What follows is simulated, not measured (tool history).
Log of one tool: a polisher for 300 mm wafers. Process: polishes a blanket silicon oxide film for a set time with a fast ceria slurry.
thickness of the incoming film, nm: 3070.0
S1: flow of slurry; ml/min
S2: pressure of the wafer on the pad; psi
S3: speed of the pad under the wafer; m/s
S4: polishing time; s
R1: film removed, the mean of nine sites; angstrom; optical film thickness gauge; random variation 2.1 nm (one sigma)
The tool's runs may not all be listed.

run 1 day=0 | S1=230 S2=2.1 S3=0.92 S4=38 | R1=4149.7
run 2 day=0.188 | S1=230 S2=2.1 S3=0.92 S4=38 | R1=4186.5
run 3 day=0.546 | S1=230 S2=2.1 S3=0.82 S4=38 | R1=3794.3
run 4 day=0.721 | S1=230 S2=2.1 S3=0.74 S4=38 | R1=3437.7
run 5 day=0.8 | S1=195 S2=2.1 S3=0.74 S4=38 | R1=3469.6
run 6 day=1.021 | S1=195 S2=2 S3=0.74 S4=38 | R1=3276.2
run 7 day=1.225 | S1=195 S2=1.9 S3=0.74 S4=38 | R1=3147.7

The next listed run, before its measurement:
run 8 day=1.521 | S1=195 S2=1.8 S3=0.74 S4=38 | R1=?

Run 8 gave R1 2983.1 angstrom.
